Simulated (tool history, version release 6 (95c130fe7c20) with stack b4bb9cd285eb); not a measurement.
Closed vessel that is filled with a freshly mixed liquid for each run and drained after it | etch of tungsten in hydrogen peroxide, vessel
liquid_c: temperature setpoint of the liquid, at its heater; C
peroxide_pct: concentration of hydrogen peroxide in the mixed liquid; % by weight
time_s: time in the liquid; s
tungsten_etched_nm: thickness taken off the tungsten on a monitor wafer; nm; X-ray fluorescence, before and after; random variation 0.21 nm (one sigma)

run	hour	liquid_c	peroxide_pct	time_s	tungsten_etched_nm
1	0.0	54.0	24.5	30	66.909
2	3.9	52.0	24.5	30	58.570
3	12.6	52.0	22.5	30	56.142
4	13.6	50.5	22.5	30	51.362
5	18.6	50.5	22.5	30	51.522
6	21.2	49.0	22.5	30	47.029
7	24.6	48.0	22.5	30	44.205

Run 8 comes next. What will it give?
8	25.6	47.0	22.5	30	?

Run 8 gave tungsten_etched_nm 41.861 nm.

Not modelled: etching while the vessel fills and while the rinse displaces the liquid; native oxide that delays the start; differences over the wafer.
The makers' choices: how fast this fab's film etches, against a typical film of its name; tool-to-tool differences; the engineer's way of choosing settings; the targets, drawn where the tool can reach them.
